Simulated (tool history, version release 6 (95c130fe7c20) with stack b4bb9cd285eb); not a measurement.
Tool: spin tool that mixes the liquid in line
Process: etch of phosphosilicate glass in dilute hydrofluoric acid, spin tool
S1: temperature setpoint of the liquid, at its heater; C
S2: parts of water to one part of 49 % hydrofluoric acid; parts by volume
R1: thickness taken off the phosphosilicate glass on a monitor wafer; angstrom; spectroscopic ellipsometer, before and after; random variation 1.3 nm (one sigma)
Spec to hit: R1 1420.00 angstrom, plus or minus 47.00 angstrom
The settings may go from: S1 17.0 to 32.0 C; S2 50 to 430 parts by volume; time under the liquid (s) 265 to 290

Run 1, hour 0.0: S1 24.0 C, S2 240 parts by volume, time under the liquid (s) 265. Result: R1 584.08 angstrom.
Run 2, hour 6.1: S1 24.0 C, S2 280 parts by volume, time under the liquid (s) 265. Result: R1 475.83 angstrom.
Run 3, hour 13.8: S1 24.0 C, S2 280 parts by volume, time under the liquid (s) 265. Result: R1 480.42 angstrom.
Run 4, hour 22.7: S1 25.5 C, S2 245 parts by volume, time under the liquid (s) 265. Result: R1 585.10 angstrom.
Run 5, hour 23.8: S1 26.5 C, S2 215 parts by volume, time under the liquid (s) 265. Result: R1 722.23 angstrom.
Run 6, hour 29.4: S1 27.5 C, S2 195 parts by volume, time under the liquid (s) 265. Result: R1 842.41 angstrom.
Run 7, hour 32.3: S1 31.5 C, S2 115 parts by volume, time under the liquid (s) 265. Result: R1 1869.00 angstrom.
Run 8, hour 34.7: S1 30.5 C, S2 115 parts by volume, time under the liquid (s) 265. Result: R1 1779.80 angstrom.

Exercise: of the 4 proposed moves below, exactly one satisfies all targets within the stated allowed misses. Which move is it?
Run A, hour 37.1: S1 30.0 C, S2 95 parts by volume, time under the liquid (s) 285. Result: R1 ?.
Run B, hour 37.1: S1 28.5 C, S2 145 parts by volume, time under the liquid (s) 270. Result: R1 ?.
Run C, hour 37.1: S1 28.5 C, S2 140 parts by volume, time under the liquid (s) 290. Result: R1 ?.
Run D, hour 37.1: S1 30.5 C, S2 155 parts by volume, time under the liquid (s) 275. Result: R1 ?.

move       R1
   A  2365.10
   B  1298.00
   C  1453.20
   D  1312.30
A: moves away from the targets compared with the last run
B: the result that was furthest off in the last run now lies on the other side of its target
C: all results land within tolerance of their targets
D: the result that was furthest off in the last run now lies on the other side of its target
C meets every target.
